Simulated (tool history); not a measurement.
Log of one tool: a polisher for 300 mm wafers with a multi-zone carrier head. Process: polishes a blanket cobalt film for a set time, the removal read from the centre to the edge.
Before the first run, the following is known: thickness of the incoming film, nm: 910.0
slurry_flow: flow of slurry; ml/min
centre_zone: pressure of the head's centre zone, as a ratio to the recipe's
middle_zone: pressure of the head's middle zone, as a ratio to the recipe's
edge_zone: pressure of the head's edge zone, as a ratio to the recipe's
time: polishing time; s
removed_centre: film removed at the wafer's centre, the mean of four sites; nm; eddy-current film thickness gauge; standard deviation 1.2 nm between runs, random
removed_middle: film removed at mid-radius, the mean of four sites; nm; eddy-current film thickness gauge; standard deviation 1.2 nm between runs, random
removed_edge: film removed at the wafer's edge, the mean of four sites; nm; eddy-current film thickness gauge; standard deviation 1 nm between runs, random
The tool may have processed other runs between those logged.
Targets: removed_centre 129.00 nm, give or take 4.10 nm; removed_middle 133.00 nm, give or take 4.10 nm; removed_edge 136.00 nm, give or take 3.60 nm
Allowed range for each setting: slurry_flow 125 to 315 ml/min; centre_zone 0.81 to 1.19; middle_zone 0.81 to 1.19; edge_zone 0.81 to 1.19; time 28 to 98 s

| run | hour | slurry_flow | centre_zone | middle_zone | edge_zone | time | removed_centre | removed_middle | removed_edge |
|---|---|---|---|---|---|---|---|---|---|
| 1 | 0.0 | 205 | 1.00 | 1.00 | 1.00 | 63 | 263.74 | 265.60 | 255.18 |
| 2 | 7.0 | 195 | 0.97 | 0.97 | 0.97 | 55 | 218.70 | 228.44 | 220.75 |
| 3 | 8.3 | 190 | 0.96 | 0.94 | 0.95 | 49 | 194.07 | 200.76 | 193.55 |
| 4 | 13.9 | 180 | 0.95 | 0.91 | 0.94 | 45 | 177.39 | 178.22 | 175.90 |
| 5 | 21.8 | 180 | 0.95 | 0.91 | 0.94 | 59 | 231.72 | 231.89 | 233.77 |
| 6 | 22.8 | 180 | 0.95 | 0.95 | 0.94 | 59 | 229.26 | 239.81 | 233.06 |
| 7 | 29.3 | 145 | 0.85 | 0.85 | 0.84 | 41 | 137.17 | 149.66 | 148.87 |
| 8 | 37.1 | 145 | 0.85 | 0.84 | 0.84 | 40 | 132.05 | 143.42 | 146.49 |
| 9 | 42.5 | 145 | 0.86 | 0.84 | 0.83 | 39 | 131.99 | 140.96 | 140.60 |
| 10 | 44.6 | 140 | 0.86 | 0.83 | 0.83 | 39 | 130.67 | 138.22 | 140.40 |
| 11 | 50.9 | 135 | 0.87 | 0.82 | 0.82 | 39 | 130.03 | 134.11 | 141.02 |
| 12 | 58.6 | 145 | 0.89 | 0.84 | 0.81 | 36 | 124.55 | 129.27 | 130.42 |

5 candidate next runs follow, results not yet known. Just one meets every target within its allowed miss. Identify it.
| A | 66.3 | 180 | 0.85 | 0.89 | 0.86 | 37 | ? | ? | ? |
| B | 66.3 | 125 | 0.87 | 0.82 | 0.88 | 37 | ? | ? | ? |
| C | 66.3 | 195 | 0.86 | 0.81 | 0.82 | 36 | ? | ? | ? |
| D | 66.3 | 150 | 0.93 | 0.81 | 0.86 | 35 | ? | ? | ? |
| E | 66.3 | 165 | 0.91 | 0.87 | 0.81 | 37 | ? | ? | ? |

| move | removed_centre | removed_middle | removed_edge |
|---|---|---|---|
| A | 129.33 | 146.18 | 141.32 |
| B | 121.18 | 128.37 | 134.90 |
| C | 129.17 | 135.77 | 136.60 |
| D | 128.73 | 125.75 | 130.45 |
| E | 136.09 | 141.77 | 136.76 |
A: pushes the last run's worst result past its target
B: meets the target for the result that was furthest off, but another lies outside its allowed miss
C: meets every target
D: the biggest miss grows against the last run
E: meets the target for the result that was furthest off, but another lies outside its allowed miss
So the answer is move C, the one that meets all the targets.
